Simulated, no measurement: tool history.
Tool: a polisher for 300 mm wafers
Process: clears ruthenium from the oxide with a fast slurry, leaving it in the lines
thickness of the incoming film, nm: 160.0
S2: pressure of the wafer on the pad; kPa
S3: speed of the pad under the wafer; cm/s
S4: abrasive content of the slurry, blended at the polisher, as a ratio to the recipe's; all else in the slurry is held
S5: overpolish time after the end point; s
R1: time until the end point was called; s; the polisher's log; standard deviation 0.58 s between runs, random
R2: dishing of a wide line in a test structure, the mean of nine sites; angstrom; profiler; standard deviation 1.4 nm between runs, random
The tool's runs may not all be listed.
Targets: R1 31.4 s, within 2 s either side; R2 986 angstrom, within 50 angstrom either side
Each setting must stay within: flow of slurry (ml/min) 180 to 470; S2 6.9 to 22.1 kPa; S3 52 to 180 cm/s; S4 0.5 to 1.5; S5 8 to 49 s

{"run": 1, "hour": 0.0, "flow of slurry (ml/min)": 300, "S2": 14.5, "S3": 116, "S4": 1, "S5": 25, "R1": 49.548, "R2": 579.9}
{"run": 2, "hour": 2.5, "flow of slurry (ml/min)": 300, "S2": 15.9, "S3": 118, "S4": 1, "S5": 26, "R1": 45.097, "R2": 640.5}
{"run": 3, "hour": 7.7, "flow of slurry (ml/min)": 300, "S2": 15.9, "S3": 118, "S4": 1, "S5": 34, "R1": 43.992, "R2": 790.42}
{"run": 4, "hour": 12.6, "flow of slurry (ml/min)": 300, "S2": 17.2, "S3": 118, "S4": 1, "S5": 34, "R1": 39.386, "R2": 858.11}
{"run": 5, "hour": 15.7, "flow of slurry (ml/min)": 300, "S2": 17.2, "S3": 118, "S4": 1, "S5": 45, "R1": 40.603, "R2": 1026.2}
{"run": 6, "hour": 17.1, "flow of slurry (ml/min)": 300, "S2": 17.2, "S3": 118, "S4": 0.8, "S5": 45, "R1": 43.292, "R2": 963.41}
{"run": 7, "hour": 20.2, "flow of slurry (ml/min)": 300, "S2": 18.6, "S3": 118, "S4": 0.8, "S5": 42, "R1": 40.907, "R2": 946.05}
{"run": 8, "hour": 25.4, "flow of slurry (ml/min)": 300, "S2": 19.3, "S3": 122, "S4": 0.8, "S5": 40, "R1": 39.619, "R2": 970.38}
{"run": 9, "hour": 28.9, "flow of slurry (ml/min)": 300, "S2": 20, "S3": 126, "S4": 0.8, "S5": 37, "R1": 37.066, "R2": 955.41}
{"run": 10, "hour": 30.9, "flow of slurry (ml/min)": 300, "S2": 20.7, "S3": 130, "S4": 0.8, "S5": 35, "R1": 35.264, "R2": 924.9}
{"run": 11, "hour": 38.9, "flow of slurry (ml/min)": 300, "S2": 21.4, "S3": 132, "S4": 0.8, "S5": 35, "R1": 33.816, "R2": 968.65}
{"run": 12, "hour": 41.0, "flow of slurry (ml/min)": 300, "S2": 21.4, "S3": 134, "S4": 0.8, "S5": 34, "R1": 33.04, "R2": 949.28}

Pick the move, out of 4, that brings all results within their allowed miss; only one does.
{"run": "A", "hour": 43.1, "flow of slurry (ml/min)": 315, "S2": 20.7, "S3": 140, "S4": 0.65, "S5": 40, "R1": "?", "R2": "?"}
{"run": "B", "hour": 43.1, "flow of slurry (ml/min)": 345, "S2": 21.4, "S3": 146, "S4": 0.7, "S5": 28, "R1": "?", "R2": "?"}
{"run": "C", "hour": 43.1, "flow of slurry (ml/min)": 335, "S2": 20.7, "S3": 136, "S4": 0.95, "S5": 28, "R1": "?", "R2": "?"}
{"run": "D", "hour": 43.1, "flow of slurry (ml/min)": 290, "S2": 22.1, "S3": 100, "S4": 1.35, "S5": 33, "R1": "?", "R2": "?"}

move=A R1=37.072 R2=1025.3
move=B R1=33.442 R2=861.55
move=C R1=31.515 R2=898.73
move=D R1=31.338 R2=1009.1
A: lands further from the targets than the last run did
B: lands further from the targets than the last run did
C: the furthest-off result lands on target, but another misses its tolerance
D: in spec on every target
Answer: D

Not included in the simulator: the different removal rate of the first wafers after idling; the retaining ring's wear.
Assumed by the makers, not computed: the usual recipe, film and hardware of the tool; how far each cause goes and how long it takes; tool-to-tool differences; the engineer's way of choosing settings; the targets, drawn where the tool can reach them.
